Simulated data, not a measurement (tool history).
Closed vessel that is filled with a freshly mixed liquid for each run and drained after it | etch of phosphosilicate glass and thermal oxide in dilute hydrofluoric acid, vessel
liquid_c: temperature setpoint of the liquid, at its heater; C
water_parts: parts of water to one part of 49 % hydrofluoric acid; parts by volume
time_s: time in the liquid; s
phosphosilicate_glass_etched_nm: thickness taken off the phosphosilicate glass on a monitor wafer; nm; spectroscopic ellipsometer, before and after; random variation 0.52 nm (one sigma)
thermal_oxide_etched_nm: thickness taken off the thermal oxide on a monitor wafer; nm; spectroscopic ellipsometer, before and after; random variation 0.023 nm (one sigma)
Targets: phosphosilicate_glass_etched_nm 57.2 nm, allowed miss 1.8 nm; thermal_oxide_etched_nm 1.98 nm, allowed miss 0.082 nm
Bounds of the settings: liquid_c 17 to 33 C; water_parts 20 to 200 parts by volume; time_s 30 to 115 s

| run | day | liquid_c | water_parts | time_s | phosphosilicate_glass_etched_nm | thermal_oxide_etched_nm |
|---|---|---|---|---|---|---|
| 1 | 0 | 25 | 110 | 60 | 82.783 | 2.8827 |
| 2 | 0.142 | 23 | 110 | 60 | 75.123 | 2.6364 |
| 3 | 0.354 | 21.5 | 110 | 60 | 71.738 | 2.4885 |
| 4 | 0.504 | 20.5 | 110 | 60 | 69.515 | 2.4263 |
| 5 | 0.858 | 19.5 | 110 | 60 | 66.107 | 2.2436 |
| 6 | 1.1 | 19.5 | 150 | 60 | 46.705 | 1.6072 |
| 7 | 1.45 | 20.5 | 150 | 60 | 48.681 | 1.6907 |
| 8 | 1.704 | 21.5 | 150 | 60 | 50.84 | 1.7609 |
| 9 | 1.779 | 22 | 150 | 60 | 51.973 | 1.78 |
| 10 | 1.825 | 22 | 150 | 60 | 52.151 | 1.765 |
| 11 | 2.162 | 22.5 | 150 | 60 | 52.198 | 1.7936 |
| 12 | 2.504 | 23 | 150 | 60 | 53.09 | 1.8707 |
| 13 | 2.604 | 23 | 150 | 60 | 52.113 | 1.802 |
| 14 | 2.742 | 23.5 | 150 | 60 | 55.082 | 1.8625 |

5 next moves are on the table. One of them brings every result within its allowed miss. Which?
| A | 2.879 | 26.5 | 195 | 70 | ? | ? |
| B | 2.879 | 24 | 145 | 60 | ? | ? |
| C | 2.879 | 24 | 175 | 70 | ? | ? |
| D | 2.879 | 22 | 180 | 75 | ? | ? |
| E | 2.879 | 28 | 190 | 65 | ? | ? |

| move | phosphosilicate_glass_etched_nm | thermal_oxide_etched_nm |
|---|---|---|
| A | 51.624 | 1.7738 |
| B | 57.717 | 1.9831 |
| C | 53.84 | 1.8499 |
| D | 51.785 | 1.7793 |
| E | 52.165 | 1.7924 |
A: further off than the last run
B: meets every target
C: further off than the last run
D: further off than the last run
E: further off than the last run
The right move is B.

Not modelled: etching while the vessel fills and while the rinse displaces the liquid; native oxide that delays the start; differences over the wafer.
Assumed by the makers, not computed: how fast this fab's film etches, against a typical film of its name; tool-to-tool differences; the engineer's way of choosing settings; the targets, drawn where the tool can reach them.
